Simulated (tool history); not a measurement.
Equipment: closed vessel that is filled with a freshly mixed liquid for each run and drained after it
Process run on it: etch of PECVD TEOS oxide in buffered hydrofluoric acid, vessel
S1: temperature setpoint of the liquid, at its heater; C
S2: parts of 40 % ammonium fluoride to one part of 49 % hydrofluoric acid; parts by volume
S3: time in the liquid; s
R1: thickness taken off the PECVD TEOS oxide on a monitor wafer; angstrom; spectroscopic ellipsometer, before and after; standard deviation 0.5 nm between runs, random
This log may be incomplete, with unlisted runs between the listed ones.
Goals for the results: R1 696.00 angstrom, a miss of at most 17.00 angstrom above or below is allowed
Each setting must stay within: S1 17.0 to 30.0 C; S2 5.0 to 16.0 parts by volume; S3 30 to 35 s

| run | hour | S1 | S2 | S3 | R1 |
|---|---|---|---|---|---|
| 1 | 0.0 | 22.0 | 9.5 | 35 | 398.74 |
| 2 | 6.9 | 25.0 | 9.5 | 35 | 463.44 |
| 3 | 14.5 | 26.0 | 9.0 | 35 | 504.34 |
| 4 | 22.3 | 26.0 | 9.0 | 30 | 435.42 |
| 5 | 30.8 | 27.0 | 8.0 | 30 | 519.39 |
| 6 | 32.3 | 27.0 | 9.5 | 30 | 445.34 |
| 7 | 33.9 | 27.0 | 9.5 | 30 | 440.97 |
| 8 | 39.2 | 27.5 | 9.0 | 30 | 467.13 |
| 9 | 48.1 | 28.0 | 8.5 | 30 | 515.67 |
| 10 | 53.8 | 28.5 | 8.0 | 30 | 563.36 |
| 11 | 56.6 | 29.0 | 7.5 | 30 | 614.58 |

Which single option among these 4 for the next run brings every result within its allowed miss of target? Just one does.
| A | 59.4 | 28.5 | 8.0 | 35 | ? |
| B | 59.4 | 27.5 | 6.5 | 30 | ? |
| C | 59.4 | 29.5 | 7.0 | 30 | ? |
| D | 59.4 | 30.0 | 7.5 | 30 | ? |

| move | R1 |
|---|---|
| A | 655.54 |
| B | 656.31 |
| C | 684.10 |
| D | 651.95 |
A: closer than the last run, but not yet in spec
B: closer than the last run, but not yet in spec
C: each result inside its tolerance
D: closer than the last run, but not yet in spec
C is the move that brings every result within its allowed miss.
